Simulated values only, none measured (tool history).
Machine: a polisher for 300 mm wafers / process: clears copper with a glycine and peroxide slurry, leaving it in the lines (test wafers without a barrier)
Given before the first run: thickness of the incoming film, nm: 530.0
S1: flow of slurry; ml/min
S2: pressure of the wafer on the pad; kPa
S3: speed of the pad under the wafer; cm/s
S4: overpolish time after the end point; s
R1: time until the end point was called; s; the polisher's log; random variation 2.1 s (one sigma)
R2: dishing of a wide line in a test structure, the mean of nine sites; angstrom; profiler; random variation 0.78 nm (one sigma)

run	day	S1	S2	S3	S4	R1	R2
1	0.000	210	20.7	120	29	82.132	658.52
2	0.154	210	20.7	120	40	84.841	704.63
3	0.362	195	18.6	120	35	92.868	681.24
4	0.550	195	18.6	140	35	77.850	693.02
5	0.700	215	17.2	134	31	87.865	630.06
6	1.000	235	15.9	132	27	95.360	606.27
7	1.329	175	10.3	132	13	140.180	320.27
8	1.517	180	11.7	138	9	119.770	265.71
9	1.746	175	11.0	138	17	127.040	416.96
10	1.783	175	11.0	136	16	130.590	398.15
11	2.154	175	11.0	136	15	130.160	363.81

The next listed run, before its measurement:
12	2.267	160	9.7	148	9	?	?

Run 12 produced R1 135.510 s, R2 247.85 angstrom.

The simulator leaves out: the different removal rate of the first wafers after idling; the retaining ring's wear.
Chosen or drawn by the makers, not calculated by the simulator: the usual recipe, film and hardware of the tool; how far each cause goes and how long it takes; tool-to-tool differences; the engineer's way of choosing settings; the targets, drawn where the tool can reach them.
